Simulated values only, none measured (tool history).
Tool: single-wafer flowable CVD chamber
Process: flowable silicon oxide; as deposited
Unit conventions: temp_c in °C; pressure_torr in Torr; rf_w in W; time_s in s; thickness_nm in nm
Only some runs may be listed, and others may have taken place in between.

run 1 day=0.000 | temp_c=105 pressure_torr=1.06 rf_w=1515 time_s=654 | thickness_nm=432.32
run 2 day=0.171 | temp_c=105 pressure_torr=1.24 rf_w=1515 time_s=654 | thickness_nm=502.03
run 3 day=0.242 | temp_c=105 pressure_torr=1.24 rf_w=1515 time_s=624 | thickness_nm=479.24
run 4 day=0.288 | temp_c=105 pressure_torr=1.15 rf_w=1515 time_s=624 | thickness_nm=442.97
run 5 day=0.404 | temp_c=105 pressure_torr=1.15 rf_w=1665 time_s=624 | thickness_nm=460.49
run 6 day=0.717 | temp_c=105 pressure_torr=1.15 rf_w=1795 time_s=624 | thickness_nm=468.65

The next listed run, before its measurement:
run 7 day=0.988 | temp_c=111 pressure_torr=1.15 rf_w=1795 time_s=624 | thickness_nm=?

thickness_nm: 377.98 nm
